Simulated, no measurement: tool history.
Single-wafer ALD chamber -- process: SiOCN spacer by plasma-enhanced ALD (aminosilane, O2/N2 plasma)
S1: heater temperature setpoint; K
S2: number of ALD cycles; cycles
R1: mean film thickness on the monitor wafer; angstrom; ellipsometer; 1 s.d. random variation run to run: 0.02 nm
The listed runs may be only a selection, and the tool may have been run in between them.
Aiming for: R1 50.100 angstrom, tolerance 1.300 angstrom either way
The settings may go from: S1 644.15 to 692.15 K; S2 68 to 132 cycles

| run | day | S1 | S2 | R1 |
|---|---|---|---|---|
| 1 | 0.000 | 668.15 | 100 | 63.503 |
| 2 | 0.246 | 668.15 | 98 | 62.096 |
| 3 | 0.417 | 672.15 | 98 | 61.972 |
| 4 | 0.512 | 672.15 | 96 | 60.852 |
| 5 | 0.821 | 672.15 | 103 | 65.324 |
| 6 | 0.871 | 677.15 | 103 | 64.492 |
| 7 | 0.925 | 677.15 | 100 | 62.923 |
| 8 | 1.254 | 677.15 | 98 | 61.438 |
| 9 | 1.562 | 677.15 | 96 | 60.465 |
| 10 | 1.717 | 677.15 | 94 | 59.229 |

Exactly one of the 5 candidate moves below puts every result within its allowed miss. Which one?
| A | 1.871 | 665.15 | 108 | ? |
| B | 1.871 | 684.15 | 75 | ? |
| C | 1.871 | 681.15 | 116 | ? |
| D | 1.871 | 669.15 | 79 | ? |
| E | 1.871 | 683.15 | 87 | ? |

| move | R1 |
|---|---|
| A | 68.572 |
| B | 46.237 |
| C | 72.121 |
| D | 50.159 |
| E | 53.786 |
A: lands further from the targets than the last run did
B: carries the result that was furthest off beyond its target, to the other side
C: lands further from the targets than the last run did
D: every result within its allowed miss
E: nearer the targets than the last run, but a result is still out of spec
The right move is D.

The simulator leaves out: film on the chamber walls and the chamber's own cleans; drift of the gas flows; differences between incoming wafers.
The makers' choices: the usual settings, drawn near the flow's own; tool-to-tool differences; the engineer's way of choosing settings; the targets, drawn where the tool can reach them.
